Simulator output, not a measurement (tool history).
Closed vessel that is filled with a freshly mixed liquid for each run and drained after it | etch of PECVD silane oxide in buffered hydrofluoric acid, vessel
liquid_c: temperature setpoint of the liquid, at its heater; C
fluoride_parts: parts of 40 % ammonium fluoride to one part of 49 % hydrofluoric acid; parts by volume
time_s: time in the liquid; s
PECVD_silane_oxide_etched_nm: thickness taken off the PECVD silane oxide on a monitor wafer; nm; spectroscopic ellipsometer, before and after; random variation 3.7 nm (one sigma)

run 1 hour=0 | liquid_c=21 fluoride_parts=9.5 time_s=95 | PECVD_silane_oxide_etched_nm=218.81
run 2 hour=8.7 | liquid_c=19 fluoride_parts=9.5 time_s=95 | PECVD_silane_oxide_etched_nm=196.19
run 3 hour=12.4 | liquid_c=21 fluoride_parts=9 time_s=95 | PECVD_silane_oxide_etched_nm=232.67
run 4 hour=13.4 | liquid_c=22.5 fluoride_parts=9 time_s=95 | PECVD_silane_oxide_etched_nm=245.85
run 5 hour=20.4 | liquid_c=22.5 fluoride_parts=10.5 time_s=95 | PECVD_silane_oxide_etched_nm=217.25
run 6 hour=26.8 | liquid_c=26 fluoride_parts=10.5 time_s=95 | PECVD_silane_oxide_etched_nm=271.37
run 7 hour=29.6 | liquid_c=26.5 fluoride_parts=10 time_s=95 | PECVD_silane_oxide_etched_nm=285.8
run 8 hour=38.1 | liquid_c=27 fluoride_parts=9.5 time_s=95 | PECVD_silane_oxide_etched_nm=304.05

Forecast run 9:
run 9 hour=43.1 | liquid_c=27.5 fluoride_parts=9 time_s=95 | PECVD_silane_oxide_etched_nm=?

Run 9 gave PECVD_silane_oxide_etched_nm 323.44 nm.
